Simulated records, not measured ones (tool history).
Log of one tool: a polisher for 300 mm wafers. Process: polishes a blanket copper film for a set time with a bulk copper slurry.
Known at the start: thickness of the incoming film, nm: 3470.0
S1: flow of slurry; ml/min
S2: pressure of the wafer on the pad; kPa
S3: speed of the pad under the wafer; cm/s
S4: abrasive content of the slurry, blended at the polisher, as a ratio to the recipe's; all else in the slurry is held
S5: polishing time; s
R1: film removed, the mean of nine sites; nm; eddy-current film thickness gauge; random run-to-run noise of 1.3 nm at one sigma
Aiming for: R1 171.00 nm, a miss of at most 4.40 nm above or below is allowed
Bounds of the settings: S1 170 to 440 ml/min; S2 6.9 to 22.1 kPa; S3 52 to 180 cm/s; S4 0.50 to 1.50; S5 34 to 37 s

| run | hour | S1 | S2 | S3 | S4 | S5 | R1 |
|---|---|---|---|---|---|---|---|
| 1 | 0.0 | 280 | 14.5 | 116 | 1.00 | 37 | 271.41 |
| 2 | 3.6 | 280 | 17.2 | 116 | 1.00 | 37 | 319.45 |
| 3 | 11.6 | 280 | 17.2 | 116 | 1.20 | 37 | 336.48 |
| 4 | 20.4 | 280 | 17.2 | 116 | 1.05 | 37 | 324.49 |
| 5 | 22.4 | 280 | 15.9 | 116 | 1.05 | 37 | 300.80 |
| 6 | 24.6 | 280 | 15.9 | 116 | 1.20 | 37 | 307.88 |
| 7 | 29.7 | 280 | 14.5 | 116 | 1.20 | 37 | 279.74 |
| 8 | 32.8 | 280 | 14.5 | 116 | 1.20 | 37 | 281.44 |

Exercise: of the 4 proposed moves below, exactly one satisfies all targets within the stated allowed misses. Which move is it?
| A | 35.9 | 305 | 11.7 | 100 | 1.35 | 34 | ? |
| B | 35.9 | 275 | 10.3 | 96 | 1.35 | 34 | ? |
| C | 35.9 | 250 | 11.7 | 94 | 1.30 | 34 | ? |
| D | 35.9 | 270 | 11.0 | 72 | 1.10 | 34 | ? |

| move | R1 |
|---|---|
| A | 187.12 |
| B | 157.85 |
| C | 171.36 |
| D | 122.51 |
A: closer than the last run, but not yet in spec
B: the result that was furthest off in the last run now lies on the other side of its target
C: hits every target within its allowed miss
D: the result that was furthest off in the last run now lies on the other side of its target
Move C is the one to make.
